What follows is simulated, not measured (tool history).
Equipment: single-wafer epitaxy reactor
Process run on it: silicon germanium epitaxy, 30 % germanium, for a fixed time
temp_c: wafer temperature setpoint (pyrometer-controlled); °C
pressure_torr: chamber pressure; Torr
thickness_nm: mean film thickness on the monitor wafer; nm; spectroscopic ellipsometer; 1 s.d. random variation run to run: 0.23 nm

run 1 hour=0 | temp_c=620 pressure_torr=26.4 | thickness_nm=90.639
run 2 hour=3.9 | temp_c=620 pressure_torr=28.1 | thickness_nm=92.235
run 3 hour=10 | temp_c=610 pressure_torr=28.1 | thickness_nm=79.137
run 4 hour=16.3 | temp_c=610 pressure_torr=26.5 | thickness_nm=77.786
run 5 hour=18.8 | temp_c=612 pressure_torr=26.6 | thickness_nm=80.359
run 6 hour=22.2 | temp_c=621 pressure_torr=26.6 | thickness_nm=92.48

What does the tool deliver on the next run?
run 7 hour=28.1 | temp_c=622 pressure_torr=26.6 | thickness_nm=?

thickness_nm: 93.633 nm
